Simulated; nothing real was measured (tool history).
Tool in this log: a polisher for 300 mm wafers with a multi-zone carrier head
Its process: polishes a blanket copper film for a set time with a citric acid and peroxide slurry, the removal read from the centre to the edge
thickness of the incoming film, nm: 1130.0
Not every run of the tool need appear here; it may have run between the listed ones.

run,hour,flow of slurry (ml/min),pressure of the head's centre zone,pressure of the head's middle zone,pressure of the head's edge zone,abrasive content of the slurry,polishing time (s),film removed at the wafer's centre (Å),film removed at mid-radius (Å),film removed at the wafer's edge (Å)
1,0.0,160,1.00,1.00,1.00,1.00,33,319.38,327.27,333.25
2,6.5,185,1.00,1.00,1.00,1.00,33,338.75,339.04,333.86
3,13.7,185,1.00,1.00,0.95,1.00,33,335.27,334.41,330.42
4,21.3,185,1.00,1.00,0.95,0.90,33,320.42,332.00,322.60
5,29.5,170,0.98,0.96,0.93,0.80,33,308.11,312.25,320.18
6,34.8,170,0.98,0.96,0.93,0.60,33,307.56,302.02,310.05
7,36.7,155,0.94,0.95,0.91,0.55,32,266.38,281.69,294.12

Run 8 is up next; what results do you expect?
8,42.7,140,0.93,0.94,0.90,0.55,32,?,?,?

Run 8 measured film removed at the wafer's centre (Å) 260.25, film removed at mid-radius (Å) 278.80, film removed at the wafer's edge (Å) 280.87.

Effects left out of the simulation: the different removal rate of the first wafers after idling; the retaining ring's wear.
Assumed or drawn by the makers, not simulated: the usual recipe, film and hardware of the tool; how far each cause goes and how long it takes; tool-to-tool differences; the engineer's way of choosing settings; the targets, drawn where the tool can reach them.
